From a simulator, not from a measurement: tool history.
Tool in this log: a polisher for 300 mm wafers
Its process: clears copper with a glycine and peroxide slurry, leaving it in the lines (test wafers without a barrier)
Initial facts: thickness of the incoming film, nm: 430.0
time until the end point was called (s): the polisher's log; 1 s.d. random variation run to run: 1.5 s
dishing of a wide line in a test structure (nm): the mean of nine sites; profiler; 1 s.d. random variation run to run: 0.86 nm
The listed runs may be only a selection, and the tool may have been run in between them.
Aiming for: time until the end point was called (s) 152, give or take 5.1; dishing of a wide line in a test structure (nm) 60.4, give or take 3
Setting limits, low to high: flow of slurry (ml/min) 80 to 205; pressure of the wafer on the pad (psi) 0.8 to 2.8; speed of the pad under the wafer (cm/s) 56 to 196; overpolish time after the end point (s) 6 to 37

run,hour,flow of slurry (ml/min),pressure of the wafer on the pad (psi),speed of the pad under the wafer (cm/s),overpolish time after the end point (s),time until the end point was called (s),dishing of a wide line in a test structure (nm)
1,0,135,1.8,126,19,93.885,55.392
2,6,130,1.7,124,21,99.877,56.676
3,9.8,125,1.6,122,23,107.69,58.756
4,17.2,120,1.5,122,24,115.93,56.928
5,18.1,115,1.4,122,25,120.28,56.36
6,21.1,115,1.4,122,30,121.89,63.583
7,28,110,1.3,122,31,130.18,62.329
8,29.6,105,1.3,122,32,133.03,62.614
9,37.6,100,1.3,122,32,131.92,62.846
10,39.4,95,1.2,122,34,143.46,61.338
11,45.8,90,1.2,122,35,146.44,62.006

Below are 5 possible settings for the next run. Only one of them brings all results inside the allowed miss of their targets. Which is it?
A,52.2,80,1.2,132,34,?,?
B,52.2,100,1.2,110,36,?,?
C,52.2,90,1.1,124,29,?,?
D,52.2,80,1.3,126,31,?,?
E,52.2,90,1.4,106,29,?,?

move,time until the end point was called (s),dishing of a wide line in a test structure (nm)
A,143.28,60.322
B,151.35,61.187
C,152.88,51.132
D,139.81,57.947
E,144.04,54.694
A: its largest miss is bigger than the last run's
B: in spec on every target
C: corrects the largest miss of the last run, while another result sits out of spec
D: its largest miss is bigger than the last run's
E: its largest miss is bigger than the last run's
Move B is the one to make.

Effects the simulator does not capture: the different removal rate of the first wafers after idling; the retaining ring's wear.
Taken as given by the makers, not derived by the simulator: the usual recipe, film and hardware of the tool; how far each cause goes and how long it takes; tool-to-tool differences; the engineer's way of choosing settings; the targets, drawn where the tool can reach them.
